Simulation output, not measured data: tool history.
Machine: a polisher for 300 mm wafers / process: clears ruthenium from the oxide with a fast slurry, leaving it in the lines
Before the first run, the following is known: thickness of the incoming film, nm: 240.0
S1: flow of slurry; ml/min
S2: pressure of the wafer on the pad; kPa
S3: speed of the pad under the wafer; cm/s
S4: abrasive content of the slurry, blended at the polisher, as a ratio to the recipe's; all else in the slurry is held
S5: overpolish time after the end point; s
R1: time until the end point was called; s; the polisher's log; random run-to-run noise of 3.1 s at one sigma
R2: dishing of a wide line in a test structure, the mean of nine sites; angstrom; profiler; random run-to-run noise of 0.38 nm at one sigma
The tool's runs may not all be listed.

| run | hour | S1 | S2 | S3 | S4 | S5 | R1 | R2 |
|---|---|---|---|---|---|---|---|---|
| 1 | 0 | 190 | 13.8 | 88 | 1 | 15 | 119.19 | 273.99 |
| 2 | 6.2 | 190 | 13.8 | 108 | 1 | 15 | 101.52 | 302.72 |
| 3 | 15.1 | 190 | 12.4 | 98 | 1 | 16 | 122.11 | 269.03 |
| 4 | 18.1 | 190 | 12.4 | 116 | 1 | 16 | 105.71 | 300.63 |
| 5 | 26.2 | 190 | 12.4 | 98 | 1 | 16 | 122.53 | 275.07 |
| 6 | 26.9 | 190 | 15.2 | 98 | 1 | 16 | 99.177 | 326.09 |
| 7 | 29 | 190 | 13.1 | 90 | 1 | 17 | 120.92 | 296.27 |
| 8 | 37.5 | 190 | 11.7 | 82 | 1 | 18 | 144.38 | 261.23 |
| 9 | 44.8 | 190 | 11.7 | 82 | 1 | 18 | 147.51 | 262.87 |

Predict the results of run 10:
| 10 | 47.8 | 190 | 10.3 | 78 | 1 | 19 | ? | ? |

R1: 174.68 s
R2: 239.36 angstrom

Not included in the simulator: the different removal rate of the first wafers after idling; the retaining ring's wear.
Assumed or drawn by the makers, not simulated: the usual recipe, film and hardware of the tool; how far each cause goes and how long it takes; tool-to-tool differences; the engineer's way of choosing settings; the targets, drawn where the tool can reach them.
